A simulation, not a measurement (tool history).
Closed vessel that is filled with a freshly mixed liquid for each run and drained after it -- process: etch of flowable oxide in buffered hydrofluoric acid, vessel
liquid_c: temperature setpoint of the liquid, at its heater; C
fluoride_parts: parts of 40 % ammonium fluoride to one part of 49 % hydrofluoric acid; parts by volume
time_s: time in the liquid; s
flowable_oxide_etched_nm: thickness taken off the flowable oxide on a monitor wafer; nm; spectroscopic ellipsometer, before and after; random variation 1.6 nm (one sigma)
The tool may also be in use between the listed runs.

run  hour  liquid_c  fluoride_parts  time_s  flowable_oxide_etched_nm
  1   0.0      23.0             7.5      90                    456.32
  2   8.2      24.5             7.5      90                    498.56
  3  12.0      22.5             7.5      90                    447.17
  4  20.2      21.0             7.5      90                    408.43
  5  22.5      20.0             7.5      90                    390.02
  6  28.3      19.5             7.5      90                    376.92

Estimate the outcome of run 7 from the log above:
  7  35.6      19.0             7.5      90                         ?

{"run 7": {"flowable_oxide_etched_nm": 366.56}}
